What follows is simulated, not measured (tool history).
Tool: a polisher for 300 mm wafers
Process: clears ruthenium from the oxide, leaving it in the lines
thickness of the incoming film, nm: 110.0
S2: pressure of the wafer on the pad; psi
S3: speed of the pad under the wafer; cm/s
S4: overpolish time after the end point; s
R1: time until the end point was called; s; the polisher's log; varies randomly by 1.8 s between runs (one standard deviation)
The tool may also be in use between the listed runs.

run 1 hour=0.0 | flow_of_slurry_(ml/min)=235 S2=2.1 S3=126 S4=6 | R1=77.201
run 2 hour=5.1 | flow_of_slurry_(ml/min)=235 S2=2.0 S3=124 S4=6 | R1=82.224
run 3 hour=6.1 | flow_of_slurry_(ml/min)=235 S2=2.5 S3=124 S4=6 | R1=65.624
run 4 hour=14.5 | flow_of_slurry_(ml/min)=235 S2=2.3 S3=122 S4=6 | R1=73.684
run 5 hour=23.4 | flow_of_slurry_(ml/min)=235 S2=2.2 S3=120 S4=6 | R1=76.865
run 6 hour=28.0 | flow_of_slurry_(ml/min)=235 S2=2.2 S3=120 S4=6 | R1=76.839
run 7 hour=31.7 | flow_of_slurry_(ml/min)=235 S2=2.1 S3=118 S4=6 | R1=80.758

Expected results for the next run?
run 8 hour=34.1 | flow_of_slurry_(ml/min)=230 S2=1.5 S3=104 S4=6 | R1=?

Logged for run 8: R1 123.980 s.
